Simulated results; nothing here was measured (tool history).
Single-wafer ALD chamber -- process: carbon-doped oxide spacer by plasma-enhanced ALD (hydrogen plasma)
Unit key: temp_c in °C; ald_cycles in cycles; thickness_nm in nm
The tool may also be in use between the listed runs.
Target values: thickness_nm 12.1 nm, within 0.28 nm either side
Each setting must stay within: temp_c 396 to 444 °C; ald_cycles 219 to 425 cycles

run	hour	temp_c	ald_cycles	thickness_nm
1	0	420	322	15.08
2	1.4	422	313	14.663
3	3.1	423	304	14.136
4	8	423	273	12.687
5	13.6	423	237	11.05
6	18.5	429	237	10.741
7	25.6	427	239	10.909
8	31.1	425	241	11.126
9	32.3	423	242	11.185
10	35	422	244	11.349
11	36.8	421	245	11.464
12	42.7	420	246	11.54
13	50.7	419	247	11.628
14	57.3	418	248	11.722
15	57.9	417	249	11.752

Pick the move, out of 4, that brings all results within their allowed miss; only one does.
A	58.5	414	237	?
B	58.5	419	238	?
C	58.5	417	230	?
D	58.5	417	256	?

move	thickness_nm
A	11.328
B	11.219
C	10.903
D	12.135
A: further off than the last run
B: further off than the last run
C: further off than the last run
D: all results land within tolerance of their targets
Go with D: it meets all targets.
